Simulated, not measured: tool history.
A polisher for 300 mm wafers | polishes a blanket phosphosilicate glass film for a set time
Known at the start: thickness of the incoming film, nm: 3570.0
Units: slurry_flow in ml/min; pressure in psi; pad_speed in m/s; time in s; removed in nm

run,hour,slurry_flow,pressure,pad_speed,slurry_solids,time,removed
1,0,290,4,1.06,1,113,1052.1
2,8,290,4.1,1.06,1,113,1098.2
3,9.5,290,4.1,1.06,1,118,1123.7
4,14.2,290,3.6,1.06,1,118,1019.8
5,17.6,290,3.6,1.06,1.2,118,1067
6,23.7,290,3.6,1.22,1.2,118,1210.5

The next listed run, before its measurement:
7,32.4,290,3.7,1.22,1.2,118,?

Run 7 gave removed 1256.5 nm.

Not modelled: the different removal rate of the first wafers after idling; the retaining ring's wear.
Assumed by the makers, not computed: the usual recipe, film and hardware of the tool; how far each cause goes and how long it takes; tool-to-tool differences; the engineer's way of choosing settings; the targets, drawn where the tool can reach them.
